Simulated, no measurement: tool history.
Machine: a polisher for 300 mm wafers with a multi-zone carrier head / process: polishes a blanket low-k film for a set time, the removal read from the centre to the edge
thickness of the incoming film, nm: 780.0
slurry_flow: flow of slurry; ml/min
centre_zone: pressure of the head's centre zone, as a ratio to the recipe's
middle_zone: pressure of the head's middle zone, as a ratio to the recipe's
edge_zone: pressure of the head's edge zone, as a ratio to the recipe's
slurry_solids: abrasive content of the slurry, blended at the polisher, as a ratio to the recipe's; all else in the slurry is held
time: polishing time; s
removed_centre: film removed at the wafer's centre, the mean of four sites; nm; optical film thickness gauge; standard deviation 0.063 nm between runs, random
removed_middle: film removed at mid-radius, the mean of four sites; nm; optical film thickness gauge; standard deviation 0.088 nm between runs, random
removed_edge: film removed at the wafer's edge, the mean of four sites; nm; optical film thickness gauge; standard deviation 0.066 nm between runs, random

run,day,slurry_flow,centre_zone,middle_zone,edge_zone,slurry_solids,time,removed_centre,removed_middle,removed_edge
1,0.000,170,1.00,1.00,1.00,1.00,38,11.5870,11.4500,11.4490
2,0.075,210,1.00,1.00,1.00,1.00,38,11.8840,11.7480,11.5870
3,0.158,210,1.00,1.06,1.00,1.00,38,11.8380,12.3870,11.6960
4,0.333,210,0.99,1.05,0.98,0.90,34,9.7644,9.8794,9.8172
5,0.525,210,0.93,1.05,0.98,0.90,34,9.5250,10.0060,9.7187
6,0.704,215,0.93,1.08,0.94,0.80,32,8.3944,9.0147,8.3353
7,1.050,210,0.91,1.07,0.92,0.75,31,7.7850,8.3844,7.7619

What will run 8 give?
8,1.350,165,0.85,1.01,0.82,0.50,25,?,?,?

Logged for run 8: removed_centre 4.1588 nm, removed_middle 4.5346 nm, removed_edge 4.2580 nm.
